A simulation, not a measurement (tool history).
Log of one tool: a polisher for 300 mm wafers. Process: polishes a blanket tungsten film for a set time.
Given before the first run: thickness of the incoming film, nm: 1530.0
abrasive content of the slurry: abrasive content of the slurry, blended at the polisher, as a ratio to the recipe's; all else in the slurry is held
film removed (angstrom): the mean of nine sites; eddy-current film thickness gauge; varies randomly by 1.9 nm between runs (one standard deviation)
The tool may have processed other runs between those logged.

run	hour	flow of slurry (ml/min)	pressure of the wafer on the pad (psi)	speed of the pad under the wafer (m/s)	abrasive content of the slurry	polishing time (s)	film removed (angstrom)
1	0	255	4.5	1.1	1	45	2859.8
2	8.7	310	4.5	1.1	1	45	2831.2
3	12.8	310	4.5	1.1	1.15	45	2928.6
4	21	310	3.8	1.08	1.15	45	2463
5	26.6	310	3.3	1.08	1.15	45	2145.7
6	29.8	310	3	1.08	1.15	45	1965.2
7	34.3	310	2.8	1.08	1.15	45	1778.3

Run 8 has not been measured yet. What should we expect?
8	35.6	310	2.7	1.08	1.15	45	?

Run 8 came out at film removed (angstrom) 1779.3.
